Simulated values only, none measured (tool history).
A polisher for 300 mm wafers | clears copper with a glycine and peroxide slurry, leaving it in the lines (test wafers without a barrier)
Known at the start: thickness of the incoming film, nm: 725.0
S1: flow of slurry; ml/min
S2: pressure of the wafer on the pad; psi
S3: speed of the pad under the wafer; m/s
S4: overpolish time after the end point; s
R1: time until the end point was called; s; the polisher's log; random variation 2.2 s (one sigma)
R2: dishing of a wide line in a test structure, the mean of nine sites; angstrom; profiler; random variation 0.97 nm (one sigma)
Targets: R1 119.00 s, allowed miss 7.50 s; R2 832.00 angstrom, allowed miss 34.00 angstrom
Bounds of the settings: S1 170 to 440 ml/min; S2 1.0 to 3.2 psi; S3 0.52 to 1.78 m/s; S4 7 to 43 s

run	hour	S1	S2	S3	S4	R1	R2
1	0.0	280	2.1	1.14	22	137.51	671.43
2	7.4	280	2.2	1.14	23	131.69	716.82
3	15.3	280	2.3	1.14	24	128.43	757.49
4	17.8	235	2.3	1.14	24	129.13	735.75
5	24.5	170	2.3	1.14	24	137.50	721.10
6	31.8	180	2.4	1.14	24	127.54	749.01
7	33.7	185	2.4	1.14	25	131.80	760.20
8	35.4	195	2.5	1.14	25	127.89	773.10

5 next moves are on the table. One of them brings every result within its allowed miss. Which?
A	37.1	240	2.2	1.34	22	?	?
B	37.1	175	2.7	1.16	23	?	?
C	37.1	210	2.5	1.24	26	?	?
D	37.1	180	2.3	0.98	30	?	?
E	37.1	215	2.5	1.44	21	?	?

move	R1	R2
A	122.96	738.45
B	120.23	785.91
C	119.42	845.77
D	149.48	808.02
E	107.73	785.16
A: further off than the last run
B: nearer than the last run, and not there yet
C: meets every target
D: brings the result that was furthest off to its target, and leaves another outside
E: nearer than the last run, and not there yet
Answer: C
